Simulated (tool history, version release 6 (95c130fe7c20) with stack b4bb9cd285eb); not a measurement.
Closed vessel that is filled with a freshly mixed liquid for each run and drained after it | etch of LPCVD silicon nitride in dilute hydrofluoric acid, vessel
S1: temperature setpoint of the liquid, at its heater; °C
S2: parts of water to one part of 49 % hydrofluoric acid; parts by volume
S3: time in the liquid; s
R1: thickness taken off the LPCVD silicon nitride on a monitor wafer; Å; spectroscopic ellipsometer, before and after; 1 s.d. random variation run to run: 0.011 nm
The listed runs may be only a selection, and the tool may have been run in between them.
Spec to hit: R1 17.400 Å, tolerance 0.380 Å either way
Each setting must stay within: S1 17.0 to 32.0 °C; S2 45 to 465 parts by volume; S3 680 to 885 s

run	day	S1	S2	S3	R1
1	0.000	24.0	255	885	20.786
2	0.062	23.0	255	885	19.511
3	0.188	26.0	255	885	23.305
4	0.558	26.0	255	680	17.984
5	0.912	26.0	215	680	21.304
6	1.096	24.5	215	680	19.438
7	1.404	24.0	215	680	19.048
8	1.725	23.5	215	680	18.215

Which of these 4 next moves meets every target?
A	2.046	23.0	215	710	?
B	2.046	22.0	205	710	?
C	2.046	21.5	225	765	?
D	2.046	29.0	330	800	?

move	R1
A	18.435
B	18.123
C	17.262
D	19.432
A: lands further from the targets than the last run did
B: better than the last run, though not everything is in spec
C: all results land within tolerance of their targets
D: lands further from the targets than the last run did
Correct choice: C, which meets every target

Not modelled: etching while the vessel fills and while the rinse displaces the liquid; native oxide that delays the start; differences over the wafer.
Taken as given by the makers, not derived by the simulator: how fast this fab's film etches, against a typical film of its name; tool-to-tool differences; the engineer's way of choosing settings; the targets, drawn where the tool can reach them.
